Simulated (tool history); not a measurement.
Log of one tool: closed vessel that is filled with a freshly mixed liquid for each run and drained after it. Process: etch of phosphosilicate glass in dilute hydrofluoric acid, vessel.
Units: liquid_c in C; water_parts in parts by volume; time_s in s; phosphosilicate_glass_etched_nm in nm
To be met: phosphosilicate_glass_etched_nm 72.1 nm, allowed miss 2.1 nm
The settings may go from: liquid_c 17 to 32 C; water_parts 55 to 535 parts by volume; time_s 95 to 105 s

run	hour	liquid_c	water_parts	time_s	phosphosilicate_glass_etched_nm
1	0	24	295	95	25.575
2	9.3	25	270	95	29.731
3	12.3	26	250	95	34.226
4	18.5	27	235	95	37.58
5	23.6	27.5	220	95	42.181
6	32.6	27.5	220	105	46.838
7	41.8	28	210	105	50.357
8	45	28.5	205	105	52.455
9	49.4	28.5	205	105	52.513
10	55.9	29	200	105	55.002
11	60	29.5	195	105	57.362
12	66.5	30	190	105	61.687
13	74.5	32	170	105	75.12
# hour 76.4: thermometer replaced
14	76.4	31.5	170	105	79.71
15	84.9	31.5	170	105	78.766
16	90.6	31	170	105	78.071
17	99.3	30	170	105	76.347

5 next moves are on the table. One of them brings every result within its allowed miss. Which?
A	108	32	180	95	?
B	108	27	160	105	?
C	108	32	190	100	?
D	108	31	180	95	?
E	108	31.5	180	95	?

move	phosphosilicate_glass_etched_nm
A	68.199
B	72.798
C	67.128
D	65.885
E	67.035
A: takes the result that was furthest off past its target
B: meets every target
C: takes the result that was furthest off past its target
D: takes the result that was furthest off past its target
E: takes the result that was furthest off past its target
The right move is B.
